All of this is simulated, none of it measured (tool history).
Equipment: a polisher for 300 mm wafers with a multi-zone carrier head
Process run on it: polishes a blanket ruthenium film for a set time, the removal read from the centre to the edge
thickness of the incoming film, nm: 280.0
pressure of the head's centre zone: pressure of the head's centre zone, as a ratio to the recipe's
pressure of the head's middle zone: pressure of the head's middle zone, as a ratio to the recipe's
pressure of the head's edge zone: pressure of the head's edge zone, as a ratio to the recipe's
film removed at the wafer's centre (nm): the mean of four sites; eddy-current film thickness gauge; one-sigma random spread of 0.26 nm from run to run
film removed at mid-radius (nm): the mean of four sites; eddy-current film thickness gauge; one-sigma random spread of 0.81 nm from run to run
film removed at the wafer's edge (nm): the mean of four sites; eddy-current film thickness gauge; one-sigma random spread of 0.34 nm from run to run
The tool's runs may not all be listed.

run  hour  flow of slurry (ml/min)  pressure of the head's centre zone  pressure of the head's middle zone  pressure of the head's edge zone  polishing time (s)  film removed at the wafer's centre (nm)  film removed at mid-radius (nm)  film removed at the wafer's edge (nm)
  1     0                      120                                   1                                   1                                 1                  70                                   58.453                           58.633                                 59.836
  2   4.4                      120                                1.08                                   1                                 1                  70                                   63.683                           59.473                                 59.192
  3  13.2                      110                                1.01                                1.04                              0.95                  69                                   57.216                           57.615                                 56.086
  4  18.6                      125                                1.01                                1.04                              0.95                  69                                   58.959                           58.817                                  57.13
  5  20.6                      110                                0.95                                1.08                              0.92                  68                                   52.622                           58.589                                 54.331
  6  25.7                      110                                0.99                                1.08                              0.92                  68                                   54.871                           59.865                                 54.388
  7  32.5                      100                                0.95                                1.09                               0.9                  68                                   51.055                           57.463                                 52.485
  8  39.2                       90                                0.92                                1.11                               0.9                  68                                   47.342                           56.809                                 51.143
  9  41.3                       90                                0.92                                1.11                               0.9                  68                                   47.442                           55.015                                 51.054
 10  41.9                       85                                 0.9                                1.13                              0.89                  69                                   46.113                           56.668                                 51.064
 11  45.3                       85                                 0.9                                1.13                              0.89                  69                                   45.515                           57.072                                 50.398
 12  50.9                       80                                0.89                                1.14                              0.89                  69                                    43.91                           55.837                                  50.26
 13  56.3                       80                                0.89                                1.15                              0.89                  69                                   43.595                           56.121                                 50.245

The next listed run, before its measurement:
 14  58.9                       80                                0.89                                1.15                              0.88                  69                                        ?                                ?                                      ?

film removed at the wafer's centre (nm): 43.878
film removed at mid-radius (nm): 56.747
film removed at the wafer's edge (nm): 49.834
